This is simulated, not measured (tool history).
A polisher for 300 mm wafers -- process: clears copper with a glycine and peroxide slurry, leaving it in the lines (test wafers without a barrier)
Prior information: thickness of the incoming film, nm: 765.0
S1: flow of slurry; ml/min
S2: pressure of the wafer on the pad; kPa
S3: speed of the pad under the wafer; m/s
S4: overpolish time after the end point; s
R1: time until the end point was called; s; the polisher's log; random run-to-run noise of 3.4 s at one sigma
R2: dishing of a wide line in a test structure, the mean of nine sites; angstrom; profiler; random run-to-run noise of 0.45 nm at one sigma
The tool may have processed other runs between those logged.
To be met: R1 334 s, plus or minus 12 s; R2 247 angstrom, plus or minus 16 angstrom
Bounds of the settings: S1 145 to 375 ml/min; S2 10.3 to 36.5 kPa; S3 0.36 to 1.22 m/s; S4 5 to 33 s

Run 1, day 0: S1 240 ml/min, S2 23.4 kPa, S3 0.78 m/s, S4 17 s. Result: R1 180.2 s, R2 526.66 angstrom.
Run 2, day 0.142: S1 240 ml/min, S2 17.9 kPa, S3 0.78 m/s, S4 17 s. Result: R1 224.96 s, R2 436.26 angstrom.
Run 3, day 0.179: S1 240 ml/min, S2 17.9 kPa, S3 0.62 m/s, S4 17 s. Result: R1 263.36 s, R2 391.13 angstrom.
Run 4, day 0.462: S1 240 ml/min, S2 17.9 kPa, S3 0.62 m/s, S4 13 s. Result: R1 260.64 s, R2 308.42 angstrom.
Run 5, day 0.8: S1 240 ml/min, S2 17.9 kPa, S3 0.74 m/s, S4 13 s. Result: R1 227.7 s, R2 329.67 angstrom.
Run 6, day 0.975: S1 240 ml/min, S2 17.9 kPa, S3 0.66 m/s, S4 13 s. Result: R1 251.69 s, R2 320.19 angstrom.
Run 7, day 1.25: S1 235 ml/min, S2 11 kPa, S3 0.64 m/s, S4 13 s. Result: R1 368.96 s, R2 223.77 angstrom.
Run 8, day 1.408: S1 240 ml/min, S2 11 kPa, S3 0.64 m/s, S4 13 s. Result: R1 366.15 s, R2 231.25 angstrom.
Run 9, day 1.679: S1 245 ml/min, S2 11 kPa, S3 0.64 m/s, S4 13 s. Result: R1 362.31 s, R2 224.35 angstrom.
Run 10, day 1.917: S1 260 ml/min, S2 13.8 kPa, S3 0.64 m/s, S4 14 s. Result: R1 310.65 s, R2 274.63 angstrom.
Run 11, day 2.133: S1 255 ml/min, S2 13.8 kPa, S3 0.64 m/s, S4 14 s. Result: R1 308.76 s, R2 280.22 angstrom.
Run 12, day 2.283: S1 255 ml/min, S2 13.8 kPa, S3 0.64 m/s, S4 14 s. Result: R1 311.24 s, R2 273.67 angstrom.
Run 13, day 2.567: S1 250 ml/min, S2 13.8 kPa, S3 0.64 m/s, S4 14 s. Result: R1 314.35 s, R2 282.03 angstrom.
Run 14, day 2.912: S1 240 ml/min, S2 13.8 kPa, S3 0.64 m/s, S4 14 s. Result: R1 315.59 s, R2 267.98 angstrom.

4 next moves are on the table. One of them brings every result within its allowed miss. Which?
Run A, day 3.258: S1 225 ml/min, S2 13.1 kPa, S3 0.62 m/s, S4 15 s. Result: R1 ?, R2 ?.
Run B, day 3.258: S1 245 ml/min, S2 12.4 kPa, S3 0.72 m/s, S4 14 s. Result: R1 ?, R2 ?.
Run C, day 3.258: S1 270 ml/min, S2 13.1 kPa, S3 0.6 m/s, S4 13 s. Result: R1 ?, R2 ?.
Run D, day 3.258: S1 190 ml/min, S2 11.7 kPa, S3 0.72 m/s, S4 16 s. Result: R1 ?, R2 ?.

move      R1      R2
   A  331.64  270.92
   B  307.62  270.99
   C  331.67   238.4
   D  331.28  284.96
A: gets the furthest-off result to its target, but another result is out of tolerance
B: lands further from the targets than the last run did
C: all results land within tolerance of their targets
D: gets the furthest-off result to its target, but another result is out of tolerance
So the answer is move C, the one that meets all the targets.

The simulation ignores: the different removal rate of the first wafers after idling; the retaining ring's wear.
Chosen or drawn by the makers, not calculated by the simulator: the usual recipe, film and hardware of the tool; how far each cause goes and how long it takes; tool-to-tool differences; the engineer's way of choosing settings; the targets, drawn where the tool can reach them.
